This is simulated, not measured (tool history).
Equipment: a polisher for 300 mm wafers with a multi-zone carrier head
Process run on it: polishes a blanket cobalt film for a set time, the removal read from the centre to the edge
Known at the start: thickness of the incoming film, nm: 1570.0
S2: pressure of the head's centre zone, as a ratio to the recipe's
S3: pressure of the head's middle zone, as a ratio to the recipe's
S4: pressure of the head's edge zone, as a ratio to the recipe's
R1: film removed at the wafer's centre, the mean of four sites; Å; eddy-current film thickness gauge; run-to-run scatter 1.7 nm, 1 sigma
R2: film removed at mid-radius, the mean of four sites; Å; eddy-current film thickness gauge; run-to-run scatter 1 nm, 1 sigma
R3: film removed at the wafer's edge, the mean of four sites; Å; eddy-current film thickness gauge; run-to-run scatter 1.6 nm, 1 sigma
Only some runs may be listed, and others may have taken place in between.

run 1 day=0 | flow_of_slurry_(ml/min)=280 S2=1 S3=1 S4=1 polishing_time_(s)=43 | R1=2475.2 R2=2472.8 R3=2460.3
run 2 day=0.188 | flow_of_slurry_(ml/min)=280 S2=0.91 S3=1 S4=1 polishing_time_(s)=43 | R1=2248.5 R2=2461.9 R3=2427.3
run 3 day=0.4 | flow_of_slurry_(ml/min)=330 S2=0.91 S3=1 S4=1 polishing_time_(s)=43 | R1=2335.7 R2=2507.8 R3=2470.1
run 4 day=0.458 | flow_of_slurry_(ml/min)=330 S2=1 S3=1 S4=1 polishing_time_(s)=43 | R1=2544.2 R2=2492.5 R3=2457.5
run 5 day=0.562 | flow_of_slurry_(ml/min)=340 S2=0.99 S3=0.98 S4=0.97 polishing_time_(s)=39 | R1=2341.7 R2=2241.1 R3=2234.5
run 6 day=0.708 | flow_of_slurry_(ml/min)=340 S2=0.99 S3=0.98 S4=0.97 polishing_time_(s)=49 | R1=2854.3 R2=2781.2 R3=2829.5
run 7 day=0.742 | flow_of_slurry_(ml/min)=345 S2=0.98 S3=0.97 S4=0.95 polishing_time_(s)=44 | R1=2604.4 R2=2505.4 R3=2429.3

Estimate the outcome of run 8 from the log above:
run 8 day=1.079 | flow_of_slurry_(ml/min)=335 S2=0.96 S3=0.94 S4=0.94 polishing_time_(s)=40 | R1=? R2=? R3=?

Run 8 measured R1 2312 Å, R2 2210.7 Å, R3 2218.7 Å.
